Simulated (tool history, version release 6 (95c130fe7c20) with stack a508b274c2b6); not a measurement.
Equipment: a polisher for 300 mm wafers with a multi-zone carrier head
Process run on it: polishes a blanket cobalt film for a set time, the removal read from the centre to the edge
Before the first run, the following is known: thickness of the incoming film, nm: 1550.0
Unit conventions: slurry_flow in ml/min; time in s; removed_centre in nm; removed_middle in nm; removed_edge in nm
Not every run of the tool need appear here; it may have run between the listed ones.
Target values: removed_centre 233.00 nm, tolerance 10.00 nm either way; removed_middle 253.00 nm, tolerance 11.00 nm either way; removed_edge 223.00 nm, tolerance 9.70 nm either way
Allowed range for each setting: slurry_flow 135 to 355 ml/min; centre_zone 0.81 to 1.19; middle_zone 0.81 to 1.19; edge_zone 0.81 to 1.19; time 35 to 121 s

run	hour	slurry_flow	centre_zone	middle_zone	edge_zone	time	removed_centre	removed_middle	removed_edge
1	0.0	225	1.00	1.00	1.00	78	278.85	275.87	270.20
2	7.1	225	1.00	1.00	0.94	78	275.39	273.59	268.61
3	7.7	225	1.00	1.00	0.90	78	276.53	273.71	266.60
4	16.2	225	1.00	0.92	0.90	78	276.33	252.19	266.58
5	21.1	225	1.00	0.92	0.81	78	274.20	250.21	252.90
6	26.7	220	0.99	0.96	0.81	75	261.12	243.74	237.82
7	28.6	215	0.96	0.99	0.81	75	253.60	254.61	239.42
8	33.5	215	0.96	0.99	0.81	75	253.82	255.16	240.72
9	41.1	210	0.95	1.01	0.81	73	246.37	255.38	237.27

5 candidate next runs follow, results not yet known. Just one meets every target within its allowed miss. Identify it.
A	48.7	215	0.97	1.09	0.84	68	?	?	?
B	48.7	190	1.02	0.99	0.81	75	?	?	?
C	48.7	180	1.04	0.99	0.81	73	?	?	?
D	48.7	260	1.00	1.05	0.81	71	?	?	?
E	48.7	260	0.91	0.99	0.86	73	?	?	?

move	removed_centre	removed_middle	removed_edge
A	230.25	251.79	222.42
B	261.09	250.84	238.23
C	256.35	241.78	230.24
D	254.95	261.16	233.08
E	238.26	255.57	246.28
A: in spec on every target
B: misses by more than the last run did
C: the worst result of the last run now meets its target, but another is out of spec
D: misses by more than the last run did
E: misses by more than the last run did
So the answer is move A, the one that meets all the targets.

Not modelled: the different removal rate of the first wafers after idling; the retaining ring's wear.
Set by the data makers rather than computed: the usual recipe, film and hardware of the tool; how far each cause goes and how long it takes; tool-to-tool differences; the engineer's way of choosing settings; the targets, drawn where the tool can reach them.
